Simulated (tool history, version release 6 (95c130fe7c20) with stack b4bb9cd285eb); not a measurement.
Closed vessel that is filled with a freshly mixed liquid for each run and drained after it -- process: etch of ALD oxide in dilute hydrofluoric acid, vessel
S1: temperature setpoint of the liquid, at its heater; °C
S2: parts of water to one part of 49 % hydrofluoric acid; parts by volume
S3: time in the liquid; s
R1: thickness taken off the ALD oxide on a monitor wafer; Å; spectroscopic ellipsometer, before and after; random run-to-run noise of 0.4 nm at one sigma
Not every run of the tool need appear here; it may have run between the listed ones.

{"run": 1, "day": 0.0, "S1": 25.0, "S2": 205, "S3": 1340, "R1": 843.87}
{"run": 2, "day": 0.375, "S1": 25.0, "S2": 205, "S3": 1445, "R1": 901.41}
{"run": 3, "day": 0.575, "S1": 23.5, "S2": 210, "S3": 1445, "R1": 834.17}
{"run": 4, "day": 0.871, "S1": 23.5, "S2": 260, "S3": 1445, "R1": 644.89}
{"run": 5, "day": 1.083, "S1": 23.0, "S2": 260, "S3": 1445, "R1": 629.3}
{"run": 6, "day": 1.221, "S1": 23.0, "S2": 325, "S3": 1445, "R1": 472.67}
{"run": 7, "day": 1.542, "S1": 23.5, "S2": 325, "S3": 1445, "R1": 482.89}
{"run": 8, "day": 1.671, "S1": 24.0, "S2": 325, "S3": 1445, "R1": 486.26}
{"run": 9, "day": 1.938, "S1": 24.5, "S2": 325, "S3": 1445, "R1": 496.35}
{"run": 10, "day": 2.3, "S1": 25.0, "S2": 325, "S3": 1445, "R1": 502.23}

Expected results for the next run?
{"run": 11, "day": 2.688, "S1": 25.5, "S2": 325, "S3": 1445, "R1": "?"}

R1: 518.48 Å

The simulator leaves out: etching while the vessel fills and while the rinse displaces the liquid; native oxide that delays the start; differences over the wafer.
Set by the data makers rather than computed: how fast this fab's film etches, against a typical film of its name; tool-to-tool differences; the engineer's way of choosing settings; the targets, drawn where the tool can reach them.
